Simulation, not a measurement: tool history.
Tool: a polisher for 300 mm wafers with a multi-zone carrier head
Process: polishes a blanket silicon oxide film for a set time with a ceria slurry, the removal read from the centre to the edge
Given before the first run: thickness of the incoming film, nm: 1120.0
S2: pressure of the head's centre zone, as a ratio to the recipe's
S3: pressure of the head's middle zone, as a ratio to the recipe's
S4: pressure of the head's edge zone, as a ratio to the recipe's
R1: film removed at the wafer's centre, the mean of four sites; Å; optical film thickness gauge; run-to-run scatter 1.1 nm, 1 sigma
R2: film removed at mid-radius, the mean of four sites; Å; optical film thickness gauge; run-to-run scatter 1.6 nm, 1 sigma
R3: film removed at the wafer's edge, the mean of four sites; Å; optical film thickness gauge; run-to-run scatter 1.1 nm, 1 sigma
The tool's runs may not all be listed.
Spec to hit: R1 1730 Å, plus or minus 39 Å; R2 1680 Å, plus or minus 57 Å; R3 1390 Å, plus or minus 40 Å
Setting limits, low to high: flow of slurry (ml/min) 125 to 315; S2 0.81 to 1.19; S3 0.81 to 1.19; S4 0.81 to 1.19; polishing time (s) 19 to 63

{"run": 1, "hour": 0.0, "flow of slurry (ml/min)": 205, "S2": 1, "S3": 1, "S4": 1, "polishing time (s)": 41, "R1": 1345.3, "R2": 1199.5, "R3": 1184.5}
{"run": 2, "hour": 4.5, "flow of slurry (ml/min)": 225, "S2": 1.02, "S3": 1.05, "S4": 1.01, "polishing time (s)": 42, "R1": 1423.9, "R2": 1303.9, "R3": 1251.3}
{"run": 3, "hour": 10.2, "flow of slurry (ml/min)": 240, "S2": 1.04, "S3": 1.09, "S4": 0.99, "polishing time (s)": 43, "R1": 1484.7, "R2": 1386.3, "R3": 1265.1}
{"run": 4, "hour": 12.2, "flow of slurry (ml/min)": 190, "S2": 1.04, "S3": 1.09, "S4": 0.99, "polishing time (s)": 43, "R1": 1437.4, "R2": 1326.7, "R3": 1228.8}
{"run": 5, "hour": 18.0, "flow of slurry (ml/min)": 215, "S2": 1.05, "S3": 1.12, "S4": 0.98, "polishing time (s)": 44, "R1": 1545.3, "R2": 1453.1, "R3": 1268.3}
{"run": 6, "hour": 18.6, "flow of slurry (ml/min)": 215, "S2": 1.05, "S3": 1.12, "S4": 1.02, "polishing time (s)": 44, "R1": 1516.5, "R2": 1416.5, "R3": 1286.3}
{"run": 7, "hour": 20.1, "flow of slurry (ml/min)": 215, "S2": 1.05, "S3": 1.12, "S4": 1.02, "polishing time (s)": 44, "R1": 1533.7, "R2": 1419.2, "R3": 1299.6}
{"hour": 23.9, "done": "centre zone pressure recalibrated"}
{"run": 8, "hour": 23.9, "flow of slurry (ml/min)": 235, "S2": 1.06, "S3": 1.14, "S4": 1.01, "polishing time (s)": 44, "R1": 1407.3, "R2": 1468.4, "R3": 1284.2}

4 candidate next runs follow, results not yet known. Just one meets every target within its allowed miss. Identify it.
{"run": "A", "hour": 27.7, "flow of slurry (ml/min)": 145, "S2": 1.16, "S3": 1.19, "S4": 0.91, "polishing time (s)": 57, "R1": "?", "R2": "?", "R3": "?"}
{"run": "B", "hour": 27.7, "flow of slurry (ml/min)": 185, "S2": 1.14, "S3": 1.15, "S4": 0.82, "polishing time (s)": 49, "R1": "?", "R2": "?", "R3": "?"}
{"run": "C", "hour": 27.7, "flow of slurry (ml/min)": 180, "S2": 1.14, "S3": 1.16, "S4": 0.88, "polishing time (s)": 52, "R1": "?", "R2": "?", "R3": "?"}
{"run": "D", "hour": 27.7, "flow of slurry (ml/min)": 210, "S2": 1, "S3": 1.18, "S4": 0.89, "polishing time (s)": 51, "R1": "?", "R2": "?", "R3": "?"}

move=A R1=1834.7 R2=1817.2 R3=1521.5
move=B R1=1638.7 R2=1594.2 R3=1294.6
move=C R1=1729.6 R2=1696.1 R3=1412.6
move=D R1=1530 R2=1733.1 R3=1418.8
A: pushes the last run's worst result past its target
B: gains on the last run, yet a result remains outside its allowed miss
C: hits every target within its allowed miss
D: gains on the last run, yet a result remains outside its allowed miss
The move that meets every target is C.

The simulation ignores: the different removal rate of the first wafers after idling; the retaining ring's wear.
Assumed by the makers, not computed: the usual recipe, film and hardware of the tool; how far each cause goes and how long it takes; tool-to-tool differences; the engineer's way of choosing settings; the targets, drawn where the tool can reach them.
